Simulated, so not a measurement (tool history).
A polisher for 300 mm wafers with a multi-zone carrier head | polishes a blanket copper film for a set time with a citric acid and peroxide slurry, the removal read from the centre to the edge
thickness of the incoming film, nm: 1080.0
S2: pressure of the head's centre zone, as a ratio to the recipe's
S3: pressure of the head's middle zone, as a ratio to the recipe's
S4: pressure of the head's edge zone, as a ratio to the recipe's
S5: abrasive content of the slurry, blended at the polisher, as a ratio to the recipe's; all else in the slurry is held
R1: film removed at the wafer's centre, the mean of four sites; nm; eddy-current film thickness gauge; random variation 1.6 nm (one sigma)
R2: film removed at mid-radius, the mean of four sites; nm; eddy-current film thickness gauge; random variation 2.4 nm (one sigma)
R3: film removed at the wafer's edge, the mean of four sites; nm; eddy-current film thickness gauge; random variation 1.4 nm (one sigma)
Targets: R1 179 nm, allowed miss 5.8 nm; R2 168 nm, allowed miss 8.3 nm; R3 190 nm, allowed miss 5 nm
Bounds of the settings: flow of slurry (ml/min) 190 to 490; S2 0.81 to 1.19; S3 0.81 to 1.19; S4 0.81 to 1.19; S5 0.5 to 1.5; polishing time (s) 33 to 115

Run 1, day 0: flow of slurry (ml/min) 315, S2 1, S3 1, S4 1, S5 1, polishing time (s) 73. Result: R1 111.13 nm, R2 112.49 nm, R3 116.73 nm.
Run 2, day 0.346: flow of slurry (ml/min) 315, S2 1, S3 1, S4 1, S5 1.15, polishing time (s) 73. Result: R1 113.02 nm, R2 116.78 nm, R3 118.74 nm.
Run 3, day 0.671: flow of slurry (ml/min) 315, S2 1, S3 1, S4 1, S5 1.15, polishing time (s) 59. Result: R1 92.55 nm, R2 94.964 nm, R3 95.521 nm.
Run 4, day 0.946: flow of slurry (ml/min) 315, S2 1, S3 1, S4 0.92, S5 1.15, polishing time (s) 59. Result: R1 93.123 nm, R2 93.885 nm, R3 93.822 nm.
Run 5, day 1.1: flow of slurry (ml/min) 315, S2 1.07, S3 1, S4 0.92, S5 1.15, polishing time (s) 59. Result: R1 99.899 nm, R2 92.149 nm, R3 94.571 nm.
Run 6, day 1.188: flow of slurry (ml/min) 315, S2 1, S3 1, S4 0.92, S5 1.15, polishing time (s) 59. Result: R1 91.485 nm, R2 92.276 nm, R3 91.647 nm.
Run 7, day 1.446: flow of slurry (ml/min) 315, S2 1, S3 1, S4 0.92, S5 1.15, polishing time (s) 59. Result: R1 93.397 nm, R2 91.742 nm, R3 94.268 nm.
Run 8, day 1.708: flow of slurry (ml/min) 315, S2 1, S3 0.96, S4 0.95, S5 1.25, polishing time (s) 72. Result: R1 114.04 nm, R2 113.21 nm, R3 117.04 nm.
Run 9, day 1.975: flow of slurry (ml/min) 315, S2 1.01, S3 0.93, S4 1, S5 1.35, polishing time (s) 80. Result: R1 133.03 nm, R2 125.02 nm, R3 135.2 nm.
Run 10, day 2.096: flow of slurry (ml/min) 310, S2 1.01, S3 0.92, S4 1.04, S5 1.4, polishing time (s) 86. Result: R1 141.45 nm, R2 134.05 nm, R3 148.61 nm.
Run 11, day 2.304: flow of slurry (ml/min) 320, S2 1.02, S3 0.92, S4 1.07, S5 1.45, polishing time (s) 90. Result: R1 149.8 nm, R2 139.68 nm, R3 159.05 nm.
Run 12, day 2.462: flow of slurry (ml/min) 320, S2 1.03, S3 0.93, S4 1.08, S5 1.45, polishing time (s) 94. Result: R1 157.98 nm, R2 145.16 nm, R3 167.25 nm.
Run 13, day 2.633: flow of slurry (ml/min) 320, S2 1.03, S3 0.93, S4 1.07, S5 1.45, polishing time (s) 97. Result: R1 166.39 nm, R2 153.68 nm, R3 174.3 nm.
Run 14, day 2.762: flow of slurry (ml/min) 320, S2 1.03, S3 0.93, S4 1.08, S5 1.45, polishing time (s) 99. Result: R1 167.4 nm, R2 155.11 nm, R3 177.2 nm.
Run 15, day 2.9: flow of slurry (ml/min) 320, S2 1.03, S3 0.93, S4 1.08, S5 1.45, polishing time (s) 99. Result: R1 165.22 nm, R2 154.67 nm, R3 176.35 nm.
Run 16, day 3.008: flow of slurry (ml/min) 320, S2 1.03, S3 0.93, S4 1.08, S5 1.45, polishing time (s) 101. Result: R1 169.12 nm, R2 159.25 nm, R3 179.13 nm.

Which of these 5 next moves meets every target?
Run A, day 3.117: flow of slurry (ml/min) 305, S2 1.01, S3 0.91, S4 1.06, S5 1.5, polishing time (s) 107. Result: R1 ?, R2 ?, R3 ?.
Run B, day 3.117: flow of slurry (ml/min) 315, S2 0.93, S3 0.91, S4 0.95, S5 1.35, polishing time (s) 103. Result: R1 ?, R2 ?, R3 ?.
Run C, day 3.117: flow of slurry (ml/min) 230, S2 0.92, S3 0.81, S4 1.1, S5 1.5, polishing time (s) 111. Result: R1 ?, R2 ?, R3 ?.
Run D, day 3.117: flow of slurry (ml/min) 305, S2 0.92, S3 0.94, S4 1.17, S5 1.4, polishing time (s) 104. Result: R1 ?, R2 ?, R3 ?.
Run E, day 3.117: flow of slurry (ml/min) 325, S2 1.02, S3 0.9, S4 1.19, S5 1.35, polishing time (s) 96. Result: R1 ?, R2 ?, R3 ?.

move      R1      R2      R3
   A  176.53  162.97  188.91
   B  153.93  154.46  169.57
   C  160.14  151.36  194.55
   D  154.22  159.84  190.56
   E     158  143.25  177.25
A: meets every target
B: further off than the last run
C: brings the result that was furthest off to its target, and leaves another outside
D: brings the result that was furthest off to its target, and leaves another outside
E: further off than the last run
The right move is A.
